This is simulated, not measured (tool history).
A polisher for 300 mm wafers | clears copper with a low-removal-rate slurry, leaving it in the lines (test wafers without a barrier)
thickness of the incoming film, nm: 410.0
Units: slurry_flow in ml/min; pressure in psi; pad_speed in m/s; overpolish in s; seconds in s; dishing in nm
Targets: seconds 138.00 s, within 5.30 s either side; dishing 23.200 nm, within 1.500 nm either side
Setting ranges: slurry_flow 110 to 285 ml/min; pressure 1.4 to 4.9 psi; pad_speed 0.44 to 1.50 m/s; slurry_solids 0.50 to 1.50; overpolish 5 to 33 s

run,day,slurry_flow,pressure,pad_speed,slurry_solids,overpolish,seconds,dishing
1,0.000,180,3.1,0.96,1.00,17,165.91,30.534
2,0.150,185,3.2,0.96,1.00,16,163.16,29.852
3,0.450,160,3.2,0.96,1.00,16,164.19,30.606
4,0.738,195,3.2,0.96,1.00,16,162.71,30.593
5,1.017,195,3.2,0.96,1.20,16,154.55,31.024
6,1.262,225,3.2,0.96,1.20,16,154.61,31.688
# day 1.379: worn pad replaced by a new one
7,1.379,225,3.3,0.96,1.20,15,140.64,32.419
8,1.708,220,3.3,0.96,1.20,14,142.17,30.405
9,1.817,220,3.3,0.96,1.20,13,140.75,28.462
10,1.996,220,3.3,0.96,1.20,12,140.29,27.124

Exercise: of the 5 proposed moves below, exactly one satisfies all targets within the stated allowed misses. Which move is it?
A,2.175,260,2.7,1.12,1.25,12,?,?
B,2.175,215,2.9,0.98,1.25,11,?,?
C,2.175,200,3.5,1.00,1.30,9,?,?
D,2.175,200,3.2,0.96,1.45,10,?,?
E,2.175,200,3.1,1.00,0.95,11,?,?

move,seconds,dishing
A,138.53,27.003
B,150.47,23.288
C,126.20,22.875
D,137.41,23.249
E,150.78,23.283
A: no better and no worse than the last run
B: the worst result of the last run now meets its target, but another is out of spec
C: the worst result of the last run now meets its target, but another is out of spec
D: every result within its allowed miss
E: the worst result of the last run now meets its target, but another is out of spec
Correct choice: D, which meets every target
